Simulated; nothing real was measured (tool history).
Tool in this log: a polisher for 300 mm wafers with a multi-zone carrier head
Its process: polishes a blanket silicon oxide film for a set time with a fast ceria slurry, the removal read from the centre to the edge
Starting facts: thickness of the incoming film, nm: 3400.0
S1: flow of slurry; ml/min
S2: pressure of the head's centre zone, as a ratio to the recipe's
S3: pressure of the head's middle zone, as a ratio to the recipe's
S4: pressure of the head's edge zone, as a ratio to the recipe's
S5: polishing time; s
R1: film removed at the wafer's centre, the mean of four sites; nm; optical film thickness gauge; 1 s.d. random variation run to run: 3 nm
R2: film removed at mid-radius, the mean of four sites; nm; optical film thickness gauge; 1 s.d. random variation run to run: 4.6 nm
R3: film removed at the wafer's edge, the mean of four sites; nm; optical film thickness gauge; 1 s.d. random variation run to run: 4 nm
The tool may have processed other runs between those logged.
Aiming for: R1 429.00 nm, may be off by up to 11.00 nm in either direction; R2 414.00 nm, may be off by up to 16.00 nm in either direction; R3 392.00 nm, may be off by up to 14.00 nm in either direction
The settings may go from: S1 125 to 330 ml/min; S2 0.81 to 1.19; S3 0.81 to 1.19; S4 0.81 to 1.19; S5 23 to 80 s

run 1 hour=0.0 | S1=210 S2=1.00 S3=1.00 S4=1.00 S5=51 | R1=572.77 R2=565.09 R3=564.76
run 2 hour=7.8 | S1=210 S2=1.00 S3=0.99 S4=0.95 S5=46 | R1=514.20 R2=504.84 R3=497.85
run 3 hour=16.5 | S1=255 S2=1.00 S3=0.99 S4=0.95 S5=46 | R1=530.03 R2=511.79 R3=511.18
run 4 hour=23.6 | S1=295 S2=1.00 S3=0.99 S4=0.95 S5=46 | R1=542.35 R2=522.39 R3=513.18
run 5 hour=30.4 | S1=295 S2=1.00 S3=0.99 S4=1.00 S5=46 | R1=539.22 R2=520.90 R3=514.39
run 6 hour=35.3 | S1=330 S2=1.00 S3=0.99 S4=1.00 S5=46 | R1=541.40 R2=525.80 R3=525.86
run 7 hour=43.9 | S1=325 S2=1.00 S3=0.99 S4=0.95 S5=42 | R1=493.97 R2=490.19 R3=470.32
run 8 hour=48.2 | S1=325 S2=1.00 S3=0.97 S4=0.92 S5=40 | R1=475.56 R2=449.63 R3=438.07
run 9 hour=54.1 | S1=265 S2=0.95 S3=0.98 S4=0.82 S5=40 | R1=438.90 R2=445.43 R3=413.27
run 10 hour=62.7 | S1=265 S2=0.96 S3=0.97 S4=0.82 S5=39 | R1=429.28 R2=432.39 R3=399.19

Next run, 5 choices. One meets every target within its allowed miss, the rest don't. Which?
run A hour=71.3 | S1=330 S2=0.93 S3=1.05 S4=0.81 S5=37 | R1=? R2=? R3=?
run B hour=71.3 | S1=220 S2=0.91 S3=0.82 S4=0.86 S5=41 | R1=? R2=? R3=?
run C hour=71.3 | S1=290 S2=0.93 S3=0.91 S4=0.93 S5=39 | R1=? R2=? R3=?
run D hour=71.3 | S1=265 S2=1.05 S3=1.04 S4=0.81 S5=36 | R1=? R2=? R3=?
run E hour=71.3 | S1=225 S2=1.01 S3=0.99 S4=0.88 S5=38 | R1=? R2=? R3=?

move=A R1=406.75 R2=457.85 R3=386.52
move=B R1=418.74 R2=395.07 R3=426.41
move=C R1=422.51 R2=422.80 R3=430.34
move=D R1=436.45 R2=432.02 R3=369.90
move=E R1=433.09 R2=428.86 R3=399.34
A: further off than the last run
B: pushes the last run's worst result past its target
C: puts the biggest miss on target and leaves a different result outside tolerance
D: further off than the last run
E: every result lands within tolerance
The move that meets every target is E.

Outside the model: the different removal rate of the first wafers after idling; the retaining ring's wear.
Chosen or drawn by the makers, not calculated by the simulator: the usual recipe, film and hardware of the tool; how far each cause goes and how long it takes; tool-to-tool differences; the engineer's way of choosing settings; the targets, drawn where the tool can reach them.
